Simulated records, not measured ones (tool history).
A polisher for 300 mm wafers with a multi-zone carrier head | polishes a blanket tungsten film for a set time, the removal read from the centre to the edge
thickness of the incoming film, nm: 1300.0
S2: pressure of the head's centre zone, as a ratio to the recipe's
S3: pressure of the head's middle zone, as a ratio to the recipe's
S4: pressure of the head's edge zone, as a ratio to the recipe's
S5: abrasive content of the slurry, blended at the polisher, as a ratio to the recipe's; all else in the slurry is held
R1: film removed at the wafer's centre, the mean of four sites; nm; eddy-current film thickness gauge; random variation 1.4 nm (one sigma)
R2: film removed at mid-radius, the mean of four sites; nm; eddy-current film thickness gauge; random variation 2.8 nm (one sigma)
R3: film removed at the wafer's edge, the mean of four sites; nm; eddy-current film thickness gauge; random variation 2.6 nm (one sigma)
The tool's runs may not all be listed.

run 1 day=0.000 | flow_of_slurry_(ml/min)=270 S2=1.00 S3=1.00 S4=1.00 S5=1.00 polishing_time_(s)=44 | R1=247.94 R2=249.01 R3=265.49
run 2 day=0.317 | flow_of_slurry_(ml/min)=270 S2=1.00 S3=0.96 S4=1.00 S5=1.00 polishing_time_(s)=44 | R1=249.88 R2=240.60 R3=257.15
run 3 day=0.621 | flow_of_slurry_(ml/min)=280 S2=0.99 S3=0.97 S4=0.97 S5=0.95 polishing_time_(s)=44 | R1=242.40 R2=247.26 R3=253.23
run 4 day=0.733 | flow_of_slurry_(ml/min)=280 S2=0.99 S3=0.97 S4=0.97 S5=1.05 polishing_time_(s)=44 | R1=253.86 R2=253.96 R3=263.10
run 5 day=0.775 | flow_of_slurry_(ml/min)=285 S2=0.98 S3=0.96 S4=0.95 S5=1.00 polishing_time_(s)=44 | R1=245.00 R2=245.47 R3=255.74
run 6 day=0.850 | flow_of_slurry_(ml/min)=290 S2=0.98 S3=0.97 S4=0.93 S5=0.95 polishing_time_(s)=44 | R1=244.70 R2=250.17 R3=243.97
run 7 day=1.033 | flow_of_slurry_(ml/min)=285 S2=0.97 S3=0.96 S4=0.92 S5=0.95 polishing_time_(s)=44 | R1=240.36 R2=248.30 R3=248.56
run 8 day=1.404 | flow_of_slurry_(ml/min)=290 S2=0.97 S3=0.96 S4=0.91 S5=0.90 polishing_time_(s)=44 | R1=236.60 R2=236.50 R3=241.83
run 9 day=1.450 | flow_of_slurry_(ml/min)=300 S2=0.97 S3=0.98 S4=0.90 S5=0.85 polishing_time_(s)=44 | R1=234.09 R2=244.78 R3=239.47
run 10 day=1.758 | flow_of_slurry_(ml/min)=300 S2=0.97 S3=0.99 S4=0.89 S5=0.80 polishing_time_(s)=44 | R1=232.09 R2=237.85 R3=239.84
run 11 day=1.958 | flow_of_slurry_(ml/min)=315 S2=0.96 S3=0.99 S4=0.88 S5=0.80 polishing_time_(s)=43 | R1=226.42 R2=238.90 R3=226.66
run 12 day=2.108 | flow_of_slurry_(ml/min)=320 S2=0.95 S3=0.99 S4=0.87 S5=0.80 polishing_time_(s)=43 | R1=223.25 R2=238.57 R3=227.40
run 13 day=2.421 | flow_of_slurry_(ml/min)=325 S2=0.95 S3=0.99 S4=0.86 S5=0.80 polishing_time_(s)=43 | R1=222.64 R2=234.77 R3=228.77
-- day=2.500 worn pad replaced by a new one
run 14 day=2.500 | flow_of_slurry_(ml/min)=325 S2=0.95 S3=1.00 S4=0.85 S5=0.75 polishing_time_(s)=43 | R1=234.47 R2=253.11 R3=236.87

Forecast run 15:
run 15 day=2.867 | flow_of_slurry_(ml/min)=340 S2=0.94 S3=1.00 S4=0.84 S5=0.70 polishing_time_(s)=42 | R1=? R2=? R3=?

{"run 15": {"R1": 223.96, "R2": 244.31, "R3": 227.53}}
